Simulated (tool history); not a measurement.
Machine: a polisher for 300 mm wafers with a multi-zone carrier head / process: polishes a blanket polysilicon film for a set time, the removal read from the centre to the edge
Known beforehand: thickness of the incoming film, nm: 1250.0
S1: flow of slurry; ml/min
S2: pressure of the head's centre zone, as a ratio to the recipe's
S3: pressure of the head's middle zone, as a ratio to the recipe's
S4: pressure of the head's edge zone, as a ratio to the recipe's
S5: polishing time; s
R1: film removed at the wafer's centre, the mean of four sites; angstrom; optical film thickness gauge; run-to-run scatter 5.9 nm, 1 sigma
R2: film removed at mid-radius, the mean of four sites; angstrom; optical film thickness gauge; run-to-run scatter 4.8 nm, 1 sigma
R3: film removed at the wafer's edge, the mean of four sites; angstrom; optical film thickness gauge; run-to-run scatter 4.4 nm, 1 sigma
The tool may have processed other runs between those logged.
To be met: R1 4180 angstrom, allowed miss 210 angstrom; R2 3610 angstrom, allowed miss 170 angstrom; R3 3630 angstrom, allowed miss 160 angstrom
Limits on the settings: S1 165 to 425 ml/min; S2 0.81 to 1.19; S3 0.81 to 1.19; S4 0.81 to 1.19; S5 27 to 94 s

run  hour   S1    S2    S3    S4  S5      R1      R2      R3
  1     0  275     1     1     1  60  2915.6  2899.7  2906.1
  2   4.7  275     1  1.08     1  60  2873.6  3234.6  2905.1
  3   6.3  280  1.04  1.07  1.02  63  3179.8  3272.2  3154.9
  4  13.6  285  1.08  1.08  1.01  65  3359.9  3402.2  3161.9
  5  22.3  290  1.11  1.07  1.02  67  3571.4    3561  3328.4
  6  24.8  360  1.11  1.07  1.02  67  3708.6  3637.6  3446.9
  7  26.6  365  1.13  1.06  1.02  68    3917  3747.7  3373.8
     35.5  -- slurry nozzle cleaned
  8  35.5  360  1.14  1.04  1.05  68  4195.4  3877.4  3641.9
  9  39.6  355  1.13  0.95  1.03  66  3990.8  3472.9  3476.7

Exercise: of the 4 proposed moves below, exactly one satisfies all targets within the stated allowed misses. Which move is it?
  A  43.7  375  1.02   0.9  1.12  69   ?   ?   ?
  B  43.7  360  1.19  1.07  0.91  65   ?   ?   ?
  C  43.7  395  1.02  0.99  0.99  65   ?   ?   ?
  D  43.7  425  1.11  0.92     1  69   ?   ?   ?

move      R1      R2      R3
   A  3796.6  3516.4  3740.2
   B  4166.3  3816.4  3169.9
   C    3595  3602.9  3321.1
   D  4178.3  3614.5    3561
A: meets the target for the result that was furthest off, but another lies outside its allowed miss
B: moves away from the targets compared with the last run
C: moves away from the targets compared with the last run
D: each result inside its tolerance
Move D is the one to make.

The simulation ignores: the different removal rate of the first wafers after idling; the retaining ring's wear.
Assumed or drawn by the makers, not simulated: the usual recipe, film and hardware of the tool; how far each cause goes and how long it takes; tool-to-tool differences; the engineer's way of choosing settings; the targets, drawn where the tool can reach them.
